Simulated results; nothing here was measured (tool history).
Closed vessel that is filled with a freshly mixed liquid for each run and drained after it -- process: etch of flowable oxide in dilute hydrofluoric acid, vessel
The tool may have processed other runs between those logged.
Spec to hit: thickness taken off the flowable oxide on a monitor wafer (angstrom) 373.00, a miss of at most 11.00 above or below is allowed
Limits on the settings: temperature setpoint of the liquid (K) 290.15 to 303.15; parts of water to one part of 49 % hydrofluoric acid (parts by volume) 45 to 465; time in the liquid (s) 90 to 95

| run | hour | temperature setpoint of the liquid (K) | parts of water to one part of 49 % hydrofluoric acid (parts by volume) | time in the liquid (s) | thickness taken off the flowable oxide on a monitor wafer (angstrom) |
|---|---|---|---|---|---|
| 1 | 0.0 | 295.15 | 255 | 90 | 122.79 |
| 2 | 4.5 | 293.15 | 255 | 90 | 114.26 |
| 3 | 7.6 | 290.15 | 255 | 90 | 101.39 |
| 4 | 15.1 | 290.15 | 255 | 90 | 101.89 |
| 5 | 15.8 | 293.15 | 210 | 90 | 144.64 |
| 6 | 18.1 | 293.15 | 210 | 95 | 152.36 |
| 7 | 20.1 | 297.15 | 105 | 95 | 401.24 |
| 8 | 27.4 | 296.15 | 105 | 95 | 384.94 |

Exactly one of the 4 candidate moves below puts every result within its allowed miss. Which one?
| A | 34.7 | 297.65 | 105 | 95 | ? |
| B | 34.7 | 295.65 | 100 | 95 | ? |
| C | 34.7 | 293.15 | 90 | 95 | ? |
| D | 34.7 | 298.15 | 115 | 95 | ? |

| move | thickness taken off the flowable oxide on a monitor wafer (angstrom) |
|---|---|
| A | 409.71 |
| B | 399.75 |
| C | 405.82 |
| D | 376.79 |
A: the biggest miss grows against the last run
B: the biggest miss grows against the last run
C: the biggest miss grows against the last run
D: meets every target
D is the move that brings every result within its allowed miss.
